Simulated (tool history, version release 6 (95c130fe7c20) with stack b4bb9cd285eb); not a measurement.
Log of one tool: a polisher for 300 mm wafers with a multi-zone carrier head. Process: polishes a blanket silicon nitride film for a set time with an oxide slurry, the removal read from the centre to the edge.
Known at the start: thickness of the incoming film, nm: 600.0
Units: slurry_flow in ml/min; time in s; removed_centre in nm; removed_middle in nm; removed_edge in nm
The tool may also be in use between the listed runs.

| run | hour | slurry_flow | centre_zone | middle_zone | edge_zone | slurry_solids | time | removed_centre | removed_middle | removed_edge |
|---|---|---|---|---|---|---|---|---|---|---|
| 1 | 0 | 315 | 1 | 1 | 1 | 1 | 53 | 30.53 | 31.032 | 31.552 |
| 2 | 3.1 | 310 | 0.98 | 0.98 | 0.98 | 0.95 | 53 | 29.04 | 30.28 | 30.35 |
| 3 | 8.9 | 310 | 0.98 | 0.98 | 0.98 | 0.95 | 47 | 25.784 | 27.111 | 26.896 |
| 4 | 17.8 | 310 | 0.98 | 0.98 | 0.93 | 0.95 | 47 | 26.062 | 26.86 | 26.728 |
| 5 | 21.9 | 310 | 1.03 | 0.98 | 0.93 | 0.95 | 47 | 27.084 | 26.723 | 26.254 |
| 6 | 30.5 | 370 | 1.03 | 0.98 | 0.93 | 0.95 | 47 | 27.714 | 27.466 | 27.258 |
| 7 | 35.5 | 355 | 1.01 | 0.96 | 0.93 | 0.9 | 47 | 26.708 | 26.292 | 26.076 |
| 8 | 37.7 | 340 | 0.99 | 0.94 | 0.95 | 0.85 | 47 | 25.174 | 25.035 | 25.504 |
| 9 | 41.4 | 330 | 0.97 | 0.92 | 0.95 | 0.85 | 47 | 24.514 | 24.27 | 25.266 |
| 10 | 45.2 | 320 | 0.95 | 0.91 | 0.94 | 0.85 | 47 | 24.135 | 23.859 | 25.313 |
| 11 | 51.3 | 310 | 0.93 | 0.9 | 0.93 | 0.8 | 47 | 22.96 | 22.996 | 24.528 |
|  | 53.5 | slurry nozzle cleaned |
| 12 | 53.5 | 305 | 0.92 | 0.89 | 0.92 | 0.8 | 47 | 24.061 | 24.37 | 25.499 |
| 13 | 57.1 | 295 | 1.02 | 0.99 | 1.02 | 0.65 | 47 | 23.328 | 23.315 | 24.116 |
| 14 | 63 | 250 | 0.92 | 0.89 | 0.98 | 0.5 | 46 | 17.138 | 17.46 | 19.002 |

Run 15 comes next. What will it give?
| 15 | 68 | 270 | 0.92 | 0.89 | 0.99 | 0.5 | 46 | ? | ? | ? |

{"run 15": {"removed_centre": 17.191, "removed_middle": 17.546, "removed_edge": 19.305}}
